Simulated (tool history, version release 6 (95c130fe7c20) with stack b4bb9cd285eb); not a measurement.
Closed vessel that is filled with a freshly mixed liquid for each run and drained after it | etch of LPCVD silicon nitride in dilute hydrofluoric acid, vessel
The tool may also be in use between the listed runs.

run  hour  temperature setpoint of the liquid (C)  parts of water to one part of 49 % hydrofluoric acid (parts by volume)  time in the liquid (s)  thickness taken off the LPCVD silicon nitride on a monitor wafer (Å)
  1     0                                      24                                                                     250                     835                                                                17.894
  2   8.5                                    25.5                                                                     250                     835                                                                 19.57
  3  13.1                                    25.5                                                                     250                     630                                                                14.603
  4  14.8                                    25.5                                                                     205                     630                                                                18.093
  5  20.8                                    25.5                                                                     285                     630                                                                 12.96
  6  22.5                                    25.5                                                                     285                     835                                                                17.358
  7  24.7                                    26.5                                                                     280                     835                                                                18.258
  8  32.1                                    27.5                                                                     280                     835                                                                19.232
  9  33.4                                    28.5                                                                     280                     835                                                                20.391
 10  39.6                                      29                                                                     280                     835                                                                21.548

The next listed run, before its measurement:
 11    41                                    29.5                                                                     280                     835                                                                     ?

{"run 11": {"thickness taken off the LPCVD silicon nitride on a monitor wafer (Å)": 22.07}}
